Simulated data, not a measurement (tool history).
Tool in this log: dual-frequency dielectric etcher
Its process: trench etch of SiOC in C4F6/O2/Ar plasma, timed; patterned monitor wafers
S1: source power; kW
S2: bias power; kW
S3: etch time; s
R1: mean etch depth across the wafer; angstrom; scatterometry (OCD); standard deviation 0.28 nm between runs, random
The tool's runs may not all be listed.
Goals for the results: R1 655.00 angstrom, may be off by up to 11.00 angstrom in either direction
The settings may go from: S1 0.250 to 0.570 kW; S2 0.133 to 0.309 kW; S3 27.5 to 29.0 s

run,hour,S1,S2,S3,R1
1,0.0,0.410,0.221,27.5,590.75
2,3.5,0.410,0.205,27.5,584.42
3,9.3,0.410,0.189,27.5,571.66
4,10.8,0.410,0.189,29.0,603.15
5,12.9,0.410,0.189,29.0,602.01
6,16.2,0.430,0.191,29.0,615.92
7,23.3,0.450,0.193,29.0,630.86
8,25.2,0.460,0.194,29.0,637.52

Which of these 5 next moves meets every target?
A,27.1,0.470,0.175,28.5,?
B,27.1,0.450,0.190,28.5,?
C,27.1,0.500,0.192,27.5,?
D,27.1,0.520,0.180,28.5,?
E,27.1,0.470,0.194,27.5,?

move,R1
A,620.00
B,619.29
C,628.48
D,653.27
E,612.54
A: misses by more than the last run did
B: misses by more than the last run did
C: misses by more than the last run did
D: every result lands within tolerance
E: misses by more than the last run did
So the answer is move D, the one that meets all the targets.

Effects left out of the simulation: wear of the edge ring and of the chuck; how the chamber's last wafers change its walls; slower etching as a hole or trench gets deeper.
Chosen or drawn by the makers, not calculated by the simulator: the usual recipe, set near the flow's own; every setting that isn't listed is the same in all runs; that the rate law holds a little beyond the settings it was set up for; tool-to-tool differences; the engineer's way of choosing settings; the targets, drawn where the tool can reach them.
